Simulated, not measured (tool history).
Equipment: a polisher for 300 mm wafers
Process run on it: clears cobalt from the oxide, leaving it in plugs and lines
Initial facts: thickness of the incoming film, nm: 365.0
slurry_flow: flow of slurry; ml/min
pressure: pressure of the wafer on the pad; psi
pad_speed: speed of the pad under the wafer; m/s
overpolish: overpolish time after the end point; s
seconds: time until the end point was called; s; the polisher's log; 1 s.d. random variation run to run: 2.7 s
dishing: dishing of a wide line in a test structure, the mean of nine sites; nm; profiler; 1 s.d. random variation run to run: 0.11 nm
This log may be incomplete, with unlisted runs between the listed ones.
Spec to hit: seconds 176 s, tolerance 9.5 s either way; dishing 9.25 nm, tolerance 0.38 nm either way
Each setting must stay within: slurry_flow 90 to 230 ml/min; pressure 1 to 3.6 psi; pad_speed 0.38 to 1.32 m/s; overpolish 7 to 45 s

run  hour  slurry_flow  pressure  pad_speed  overpolish  seconds  dishing
  1     0          150       2.3       0.84          23   66.484   16.399
  2   1.7          145       2.2        0.8          21   75.065   16.204
  3   9.2          140       2.1       0.78          19   79.365    16.21
  4  10.9          160       2.1       0.78          19   77.543   15.985
  5    14          175       2.1       0.78          19   76.357   16.182
  6  21.5          175       2.1       0.64          19    89.97   15.587
  7  26.9          180         2        0.6          18   102.61   15.951
  8  30.6          185       1.9       0.58          17   113.27   15.735
  9  35.5          190       1.9       0.56          16   115.19   15.651
 10  37.8          195       1.9       0.54          15    115.9   15.434
 11  44.2          230       1.3       0.38           7   228.66   7.7525

Below are 5 possible settings for the next run. Only one of them brings all results inside the allowed miss of their targets. Which is it?
  A  50.6          205       1.4       0.42           9        ?        ?
  B  50.6          225       1.4        0.4           9        ?        ?
  C  50.6          230       1.4       0.46           7        ?        ?
  D  50.6          230       1.1        0.5           7        ?        ?
  E  50.6          220         1        0.5          11        ?        ?

move  seconds  dishing
   A    200.4   9.9131
   B   207.32   9.7183
   C   181.24   9.0007
   D   208.69   8.2047
   E   228.58   10.363
A: nearer than the last run, and not there yet
B: nearer than the last run, and not there yet
C: all results land within tolerance of their targets
D: nearer than the last run, and not there yet
E: about as far from the targets as the last run
Go with C: it meets all targets.
